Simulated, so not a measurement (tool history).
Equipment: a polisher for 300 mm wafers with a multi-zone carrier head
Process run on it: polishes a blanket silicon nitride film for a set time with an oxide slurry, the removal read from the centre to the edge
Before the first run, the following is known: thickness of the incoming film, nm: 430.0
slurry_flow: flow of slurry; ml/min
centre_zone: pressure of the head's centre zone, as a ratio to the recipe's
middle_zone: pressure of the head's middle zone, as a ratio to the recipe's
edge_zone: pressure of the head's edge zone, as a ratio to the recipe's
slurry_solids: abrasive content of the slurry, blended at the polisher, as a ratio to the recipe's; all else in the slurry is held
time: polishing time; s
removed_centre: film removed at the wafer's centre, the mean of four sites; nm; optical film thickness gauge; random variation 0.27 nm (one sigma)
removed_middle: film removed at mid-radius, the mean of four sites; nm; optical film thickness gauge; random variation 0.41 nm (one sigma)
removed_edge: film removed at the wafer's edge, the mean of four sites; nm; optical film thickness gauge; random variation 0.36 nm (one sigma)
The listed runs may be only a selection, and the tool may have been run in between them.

| run | day | slurry_flow | centre_zone | middle_zone | edge_zone | slurry_solids | time | removed_centre | removed_middle | removed_edge |
|---|---|---|---|---|---|---|---|---|---|---|
| 1 | 0 | 230 | 1 | 1 | 1 | 1 | 43 | 28.792 | 28.926 | 28.711 |
| 2 | 0.083 | 235 | 0.99 | 1.02 | 1.04 | 1.1 | 44 | 30.555 | 30.386 | 31.42 |
| 3 | 0.142 | 235 | 0.99 | 1.02 | 0.99 | 1.1 | 44 | 30.433 | 31.175 | 30.069 |
| 4 | 0.4 | 240 | 0.97 | 1.06 | 1.02 | 1.2 | 45 | 31.23 | 33.593 | 32.455 |
| 5 | 0.667 | 240 | 0.97 | 1.06 | 0.95 | 1.2 | 45 | 31.578 | 33.861 | 31.444 |
| 6 | 0.933 | 240 | 0.97 | 1.06 | 0.95 | 1.2 | 41 | 28.369 | 30.828 | 28.674 |
| 7 | 1.046 | 240 | 0.97 | 1.06 | 0.95 | 1.2 | 41 | 28.671 | 30.602 | 28.405 |

Run 8 comes next. What will it give?
| 8 | 1.358 | 240 | 0.97 | 1.08 | 0.99 | 1.25 | 43 | ? | ? | ? |

Logged for run 8: removed_centre 30.099 nm, removed_middle 32.999 nm, removed_edge 30.984 nm.

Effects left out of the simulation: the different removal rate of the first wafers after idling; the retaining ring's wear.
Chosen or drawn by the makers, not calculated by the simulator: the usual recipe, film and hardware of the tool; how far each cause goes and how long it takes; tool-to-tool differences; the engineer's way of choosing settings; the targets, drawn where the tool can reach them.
